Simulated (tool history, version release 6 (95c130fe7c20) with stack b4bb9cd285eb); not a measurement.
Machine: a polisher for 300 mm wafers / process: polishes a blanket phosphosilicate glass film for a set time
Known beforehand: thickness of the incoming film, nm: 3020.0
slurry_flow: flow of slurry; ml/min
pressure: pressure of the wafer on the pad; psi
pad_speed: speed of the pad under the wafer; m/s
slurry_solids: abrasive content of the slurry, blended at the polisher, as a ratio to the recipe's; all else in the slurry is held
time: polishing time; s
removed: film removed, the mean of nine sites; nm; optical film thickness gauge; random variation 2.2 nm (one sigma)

run	day	slurry_flow	pressure	pad_speed	slurry_solids	time	removed
1	0.000	160	3.0	0.80	1.0	62	349.67
2	0.212	160	2.8	0.80	1.0	62	336.09
3	0.317	155	2.7	0.80	1.0	62	322.41
4	0.488	130	2.7	0.80	1.0	62	312.26
5	0.808	125	2.6	0.80	1.0	62	306.25
6	1.154	125	2.6	0.96	1.0	62	354.52

Expected results for the next run?
7	1.300	125	2.4	0.96	1.0	62	?

removed: 336.64 nm

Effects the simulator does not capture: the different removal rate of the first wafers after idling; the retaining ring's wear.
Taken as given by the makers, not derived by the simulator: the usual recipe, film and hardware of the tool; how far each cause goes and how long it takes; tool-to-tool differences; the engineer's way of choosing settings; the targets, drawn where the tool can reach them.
